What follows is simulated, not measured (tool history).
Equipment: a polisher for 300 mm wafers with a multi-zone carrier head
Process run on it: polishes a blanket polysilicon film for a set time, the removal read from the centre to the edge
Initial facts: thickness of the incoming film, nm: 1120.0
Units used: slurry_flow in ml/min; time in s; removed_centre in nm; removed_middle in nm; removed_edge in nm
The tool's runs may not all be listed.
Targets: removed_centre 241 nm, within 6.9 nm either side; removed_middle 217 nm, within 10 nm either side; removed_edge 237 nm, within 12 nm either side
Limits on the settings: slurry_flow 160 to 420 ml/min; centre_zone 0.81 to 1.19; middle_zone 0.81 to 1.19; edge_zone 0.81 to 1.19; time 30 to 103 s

| run | hour | slurry_flow | centre_zone | middle_zone | edge_zone | time | removed_centre | removed_middle | removed_edge |
|---|---|---|---|---|---|---|---|---|---|
| 1 | 0 | 270 | 1 | 1 | 1 | 66 | 359.19 | 364.14 | 372.93 |
| 2 | 7.2 | 270 | 1 | 0.97 | 0.97 | 60 | 329.34 | 326.85 | 331.03 |
| 3 | 8.6 | 265 | 0.99 | 0.93 | 0.96 | 55 | 296.25 | 293.7 | 310.95 |
| 4 | 17.2 | 265 | 0.95 | 0.93 | 0.96 | 55 | 292.83 | 292.99 | 301.36 |
| 5 | 18.2 | 265 | 0.95 | 0.93 | 0.96 | 46 | 245.81 | 241.89 | 252.95 |
| 6 | 20.5 | 270 | 0.97 | 0.91 | 0.95 | 45 | 243.95 | 234.71 | 243.59 |
| 7 | 26.1 | 270 | 0.98 | 0.89 | 0.95 | 45 | 244.5 | 227.08 | 245.53 |
| 8 | 34 | 270 | 0.98 | 0.88 | 0.94 | 45 | 244.5 | 227.91 | 244.41 |

Next run, 5 choices. One meets every target within its allowed miss, the rest don't. Which?
| A | 41.9 | 240 | 0.97 | 0.95 | 0.93 | 46 | ? | ? | ? |
| B | 41.9 | 220 | 0.91 | 0.85 | 1.04 | 46 | ? | ? | ? |
| C | 41.9 | 260 | 1.06 | 0.89 | 0.99 | 43 | ? | ? | ? |
| D | 41.9 | 240 | 1.01 | 0.89 | 0.87 | 47 | ? | ? | ? |
| E | 41.9 | 290 | 0.91 | 0.96 | 0.93 | 46 | ? | ? | ? |

| move | removed_centre | removed_middle | removed_edge |
|---|---|---|---|
| A | 245.79 | 244.03 | 253.2 |
| B | 235.29 | 221.12 | 266.21 |
| C | 243.36 | 217.22 | 245.06 |
| D | 256.94 | 236.14 | 251.11 |
| E | 240.66 | 249.54 | 255.75 |
A: lands further from the targets than the last run did
B: gets the furthest-off result to its target, but another result is out of tolerance
C: every result lands within tolerance
D: lands further from the targets than the last run did
E: lands further from the targets than the last run did
C is the move that brings every result within its allowed miss.
